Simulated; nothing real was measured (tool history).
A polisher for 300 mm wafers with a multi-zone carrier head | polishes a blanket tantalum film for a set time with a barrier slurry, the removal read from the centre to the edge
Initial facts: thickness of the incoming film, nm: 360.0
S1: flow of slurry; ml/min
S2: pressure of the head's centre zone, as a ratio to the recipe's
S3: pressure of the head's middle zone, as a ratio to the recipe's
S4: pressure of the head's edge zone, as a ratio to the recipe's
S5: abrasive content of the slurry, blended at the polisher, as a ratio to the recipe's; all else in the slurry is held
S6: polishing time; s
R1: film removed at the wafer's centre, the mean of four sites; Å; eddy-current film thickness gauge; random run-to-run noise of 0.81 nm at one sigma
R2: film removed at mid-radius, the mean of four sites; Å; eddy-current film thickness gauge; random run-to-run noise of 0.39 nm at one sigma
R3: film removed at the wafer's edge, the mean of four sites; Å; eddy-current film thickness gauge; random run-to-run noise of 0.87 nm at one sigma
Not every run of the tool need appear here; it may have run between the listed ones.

run,day,S1,S2,S3,S4,S5,S6,R1,R2,R3
1,0.000,205,1.00,1.00,1.00,1.00,60,828.95,807.14,756.63
2,0.121,205,1.00,1.00,1.00,1.00,73,992.76,978.58,928.38
3,0.250,205,1.00,1.00,1.00,0.80,73,936.03,917.25,871.93
4,0.596,195,0.99,0.95,1.00,0.70,70,849.19,795.53,808.90
5,0.833,195,1.06,0.95,1.00,0.70,70,915.00,795.96,815.35
6,0.921,195,1.06,0.92,1.00,0.70,70,900.08,783.10,795.39
7,1.233,185,1.04,0.89,1.00,0.65,68,818.51,707.67,751.26
8,1.417,185,1.04,0.89,1.00,0.65,68,817.42,707.94,763.90
9,1.479,180,1.03,0.87,0.98,0.60,67,772.06,668.13,699.35
10,1.554,180,1.03,0.87,0.98,0.60,67,784.61,670.27,700.99

What does the tool deliver on the next run?
# day 1.604: edge zone pressure recalibrated
11,1.604,170,1.02,0.85,0.99,0.55,67,?,?,?

R1: 738.24 Å
R2: 620.71 Å
R3: 714.84 Å
